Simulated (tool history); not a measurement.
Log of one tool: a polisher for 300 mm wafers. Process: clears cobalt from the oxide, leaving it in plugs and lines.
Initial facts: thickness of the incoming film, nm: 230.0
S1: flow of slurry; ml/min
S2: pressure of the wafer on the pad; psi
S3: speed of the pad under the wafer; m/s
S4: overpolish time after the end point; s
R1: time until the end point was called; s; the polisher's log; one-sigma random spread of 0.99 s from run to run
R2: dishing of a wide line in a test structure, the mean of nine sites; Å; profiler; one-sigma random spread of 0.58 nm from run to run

run 1 hour=0 | S1=210 S2=1.8 S3=1.22 S4=22 | R1=47.981 R2=477.06
run 2 hour=1.7 | S1=210 S2=1.8 S3=1.08 S4=22 | R1=53.891 R2=446.41
run 3 hour=7.7 | S1=205 S2=1.5 S3=1 S4=22 | R1=68.044 R2=400.02
run 4 hour=11.4 | S1=160 S2=1.5 S3=1 S4=22 | R1=69.98 R2=401.51
run 5 hour=16.1 | S1=155 S2=1.3 S3=0.96 S4=23 | R1=82.928 R2=368
run 6 hour=20.5 | S1=155 S2=1 S3=0.96 S4=23 | R1=101.03 R2=327.51

What does the tool deliver on the next run?
run 7 hour=22.2 | S1=155 S2=0.9 S3=0.94 S4=25 | R1=? R2=?

Run 7 yielded R1 113.07 s, R2 321.48 Å.

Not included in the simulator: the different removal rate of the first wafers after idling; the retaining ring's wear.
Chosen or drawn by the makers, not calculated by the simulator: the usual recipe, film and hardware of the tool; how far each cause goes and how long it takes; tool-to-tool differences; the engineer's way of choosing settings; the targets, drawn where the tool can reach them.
